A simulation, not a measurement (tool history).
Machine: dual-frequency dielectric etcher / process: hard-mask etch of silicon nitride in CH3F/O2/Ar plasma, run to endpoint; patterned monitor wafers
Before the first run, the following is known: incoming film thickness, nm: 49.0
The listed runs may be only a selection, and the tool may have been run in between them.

| run | day | source power (kW) | bias power (kW) | endpoint time (s) |
|---|---|---|---|---|
| 1 | 0 | 0.29 | 0.057 | 92.272 |
| 2 | 0.054 | 0.27 | 0.057 | 95.081 |
| 3 | 0.317 | 0.26 | 0.056 | 96.619 |
| 4 | 0.379 | 0.26 | 0.06 | 94.886 |
| 5 | 0.421 | 0.26 | 0.068 | 91.768 |
| 6 | 0.717 | 0.23 | 0.068 | 95.784 |
| 7 | 0.875 | 0.22 | 0.066 | 98.824 |

Run 8 comes next. What will it give?
| 8 | 1.175 | 0.21 | 0.065 | ? |

Logged for run 8: endpoint time (s) 101.61.
